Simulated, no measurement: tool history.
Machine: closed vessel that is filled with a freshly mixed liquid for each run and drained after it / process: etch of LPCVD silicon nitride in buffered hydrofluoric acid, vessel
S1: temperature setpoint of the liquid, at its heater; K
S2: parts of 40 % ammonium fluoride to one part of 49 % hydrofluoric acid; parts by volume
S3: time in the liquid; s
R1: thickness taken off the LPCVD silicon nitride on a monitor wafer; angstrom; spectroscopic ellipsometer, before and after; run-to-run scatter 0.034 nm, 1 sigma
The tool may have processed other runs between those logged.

Run 1, hour 0: S1 294.15 K, S2 10 parts by volume, S3 850 s. Result: R1 91.311 angstrom.
Run 2, hour 4.5: S1 293.15 K, S2 10.5 parts by volume, S3 850 s. Result: R1 81.363 angstrom.
Run 3, hour 5.1: S1 292.15 K, S2 11 parts by volume, S3 850 s. Result: R1 74.681 angstrom.
Run 4, hour 12.9: S1 292.15 K, S2 13 parts by volume, S3 850 s. Result: R1 62.837 angstrom.
Run 5, hour 21.2: S1 295.65 K, S2 13 parts by volume, S3 850 s. Result: R1 75.886 angstrom.
Run 6, hour 27.1: S1 295.65 K, S2 13 parts by volume, S3 850 s. Result: R1 75.923 angstrom.

Run 7 is up next; what results do you expect?
Run 7, hour 30.6: S1 294.15 K, S2 13 parts by volume, S3 850 s. Result: R1 ?.

R1: 70.817 angstrom
